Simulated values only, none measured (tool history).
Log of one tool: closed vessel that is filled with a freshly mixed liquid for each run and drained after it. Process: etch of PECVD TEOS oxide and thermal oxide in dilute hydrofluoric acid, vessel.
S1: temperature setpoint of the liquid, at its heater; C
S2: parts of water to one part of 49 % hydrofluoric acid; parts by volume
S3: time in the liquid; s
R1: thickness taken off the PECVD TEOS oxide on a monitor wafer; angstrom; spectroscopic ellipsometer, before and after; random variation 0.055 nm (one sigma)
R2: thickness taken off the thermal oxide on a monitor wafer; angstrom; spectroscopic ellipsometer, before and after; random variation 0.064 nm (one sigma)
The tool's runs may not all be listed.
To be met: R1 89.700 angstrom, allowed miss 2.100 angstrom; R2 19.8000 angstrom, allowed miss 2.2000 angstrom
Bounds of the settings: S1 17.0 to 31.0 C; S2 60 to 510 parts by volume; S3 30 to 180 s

run 1 hour=0.0 | S1=23.0 S2=285 S3=90 | R1=48.487 R2=10.2810
run 2 hour=1.7 | S1=21.5 S2=285 S3=90 | R1=45.759 R2=9.7650
run 3 hour=4.1 | S1=18.5 S2=285 S3=90 | R1=41.601 R2=9.3767
run 4 hour=9.3 | S1=18.5 S2=285 S3=130 | R1=60.302 R2=12.3000
run 5 hour=11.5 | S1=18.5 S2=285 S3=95 | R1=43.697 R2=9.9097
run 6 hour=17.0 | S1=18.5 S2=225 S3=95 | R1=57.950 R2=13.0930
run 7 hour=24.6 | S1=20.0 S2=220 S3=95 | R1=64.226 R2=14.2740
run 8 hour=29.5 | S1=21.5 S2=215 S3=95 | R1=68.675 R2=16.0570

Which of these 5 next moves meets every target?
run A hour=34.4 | S1=22.0 S2=245 S3=130 | R1=? R2=?
run B hour=34.4 | S1=24.0 S2=170 S3=75 | R1=? R2=?
run C hour=34.4 | S1=18.0 S2=205 S3=115 | R1=? R2=?
run D hour=34.4 | S1=19.5 S2=160 S3=110 | R1=? R2=?
run E hour=34.4 | S1=23.5 S2=210 S3=110 | R1=? R2=?

move=A R1=81.776 R2=19.1130
move=B R1=79.213 R2=18.5140
move=C R1=77.142 R2=18.0300
move=D R1=104.810 R2=24.4960
move=E R1=88.401 R2=20.6610
A: nearer than the last run, and not there yet
B: nearer than the last run, and not there yet
C: nearer than the last run, and not there yet
D: takes the result that was furthest off past its target
E: meets every target
Answer: E
